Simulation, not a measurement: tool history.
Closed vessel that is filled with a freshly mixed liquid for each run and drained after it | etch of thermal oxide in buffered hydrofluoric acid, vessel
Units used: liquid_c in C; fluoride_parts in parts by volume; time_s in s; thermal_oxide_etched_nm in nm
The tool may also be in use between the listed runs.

run 1 hour=0 | liquid_c=25 fluoride_parts=19.5 time_s=105 | thermal_oxide_etched_nm=64.862
run 2 hour=2.3 | liquid_c=24.5 fluoride_parts=19.5 time_s=105 | thermal_oxide_etched_nm=63.502
run 3 hour=10.8 | liquid_c=24.5 fluoride_parts=19.5 time_s=105 | thermal_oxide_etched_nm=63.15
run 4 hour=19.1 | liquid_c=24 fluoride_parts=19.5 time_s=105 | thermal_oxide_etched_nm=61.225
run 5 hour=27.4 | liquid_c=24 fluoride_parts=19.5 time_s=110 | thermal_oxide_etched_nm=64.343
run 6 hour=32.2 | liquid_c=24 fluoride_parts=19.5 time_s=110 | thermal_oxide_etched_nm=65.026
run 7 hour=34.6 | liquid_c=23.5 fluoride_parts=19.5 time_s=110 | thermal_oxide_etched_nm=61.796
run 8 hour=36.8 | liquid_c=23 fluoride_parts=19.5 time_s=110 | thermal_oxide_etched_nm=60.836

Run 9, settings as shown, results not yet in. Your forecast:
run 9 hour=45.9 | liquid_c=22.5 fluoride_parts=19.5 time_s=110 | thermal_oxide_etched_nm=?

Logged for run 9: thermal_oxide_etched_nm 59.215 nm.
